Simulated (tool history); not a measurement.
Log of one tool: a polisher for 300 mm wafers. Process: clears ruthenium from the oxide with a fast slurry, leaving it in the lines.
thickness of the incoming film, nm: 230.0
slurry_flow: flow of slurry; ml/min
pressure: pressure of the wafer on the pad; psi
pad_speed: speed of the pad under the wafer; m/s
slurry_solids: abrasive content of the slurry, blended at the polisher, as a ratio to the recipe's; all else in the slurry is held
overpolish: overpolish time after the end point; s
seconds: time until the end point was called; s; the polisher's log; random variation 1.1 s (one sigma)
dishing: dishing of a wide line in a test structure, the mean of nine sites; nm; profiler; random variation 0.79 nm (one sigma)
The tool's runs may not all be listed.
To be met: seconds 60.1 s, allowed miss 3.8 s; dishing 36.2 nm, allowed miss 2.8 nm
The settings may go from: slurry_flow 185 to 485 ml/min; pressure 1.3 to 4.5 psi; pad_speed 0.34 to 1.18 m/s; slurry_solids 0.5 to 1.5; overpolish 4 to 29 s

| run | hour | slurry_flow | pressure | pad_speed | slurry_solids | overpolish | seconds | dishing |
|---|---|---|---|---|---|---|---|---|
| 1 | 0 | 310 | 2.9 | 0.76 | 1 | 15 | 86.406 | 28.971 |
| 2 | 4.8 | 310 | 3.2 | 0.76 | 1 | 15 | 76.586 | 32.781 |
| 3 | 8.2 | 310 | 3.4 | 0.76 | 1 | 14 | 71.998 | 31.249 |
| 4 | 15.1 | 310 | 3.4 | 0.82 | 1 | 14 | 66.378 | 33.504 |
| 5 | 20.7 | 310 | 2.9 | 0.82 | 1 | 14 | 79.505 | 29.264 |
| 6 | 28.3 | 310 | 3.1 | 0.82 | 1 | 14 | 76.157 | 30.708 |
| 7 | 31.5 | 310 | 3.3 | 0.82 | 1 | 14 | 68.012 | 33.637 |
| 8 | 39.3 | 310 | 3.6 | 0.82 | 1 | 13 | 62.631 | 32.165 |
| 9 | 44.6 | 310 | 3.6 | 0.82 | 1 | 14 | 63.102 | 35.281 |

Which of these 4 next moves meets every target?
| A | 49.9 | 465 | 3.1 | 0.78 | 1.25 | 14 | ? | ? |
| B | 49.9 | 295 | 3.5 | 0.94 | 0.75 | 16 | ? | ? |
| C | 49.9 | 340 | 4 | 0.8 | 0.95 | 14 | ? | ? |
| D | 49.9 | 355 | 4.2 | 0.76 | 1.1 | 17 | ? | ? |

| move | seconds | dishing |
|---|---|---|
| A | 68.691 | 33.253 |
| B | 70.304 | 36.078 |
| C | 61.365 | 36.143 |
| D | 56.616 | 43.682 |
A: further off than the last run
B: further off than the last run
C: meets every target
D: brings the result that was furthest off to its target, and leaves another outside
The right move is C.
